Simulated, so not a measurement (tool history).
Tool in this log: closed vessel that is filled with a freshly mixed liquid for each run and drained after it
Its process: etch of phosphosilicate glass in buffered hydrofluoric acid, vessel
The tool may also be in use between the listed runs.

run	hour	temperature setpoint of the liquid (C)	parts of 40 % ammonium fluoride to one part of 49 % hydrofluoric acid (parts by volume)	time in the liquid (s)	thickness taken off the phosphosilicate glass on a monitor wafer (angstrom)
1	0	24	20	30	556.65
2	1.1	25	19.5	30	599.14
3	5.6	26	19	30	633.51
4	8.7	26	19	30	634.78
5	14.7	26	15	30	799
# hour 22.8: hydrofluoric acid flow meter replaced
6	22.8	24	15	30	780.6
7	24	24.5	15	30	796.8

Expected results for the next run?
8	32.8	25	15	30	?

Run 8 measured thickness taken off the phosphosilicate glass on a monitor wafer (angstrom) 816.99.

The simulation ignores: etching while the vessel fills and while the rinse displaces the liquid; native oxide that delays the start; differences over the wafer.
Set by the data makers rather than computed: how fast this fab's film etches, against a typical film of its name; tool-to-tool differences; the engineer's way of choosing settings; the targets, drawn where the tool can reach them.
